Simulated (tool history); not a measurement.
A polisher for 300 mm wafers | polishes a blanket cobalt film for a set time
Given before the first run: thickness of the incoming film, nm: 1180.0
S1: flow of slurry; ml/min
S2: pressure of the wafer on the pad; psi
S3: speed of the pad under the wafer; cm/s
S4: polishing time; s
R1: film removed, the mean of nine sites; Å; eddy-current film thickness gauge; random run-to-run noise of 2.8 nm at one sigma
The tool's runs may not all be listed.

run	hour	S1	S2	S3	S4	R1
1	0	295	1.7	114	60	3052.9
2	3.3	295	1.7	114	54	2726.5
3	4.3	225	1.7	114	54	2651.5
4	11.1	225	1.7	114	54	2621.1
5	19.1	195	1.7	114	54	2706.9
6	22.2	195	1.6	114	54	2449.1
7	31.1	195	1.5	114	54	2252.7

For run 8, what comes out?
8	37.6	195	1.4	114	54	?

R1: 2153.7 Å
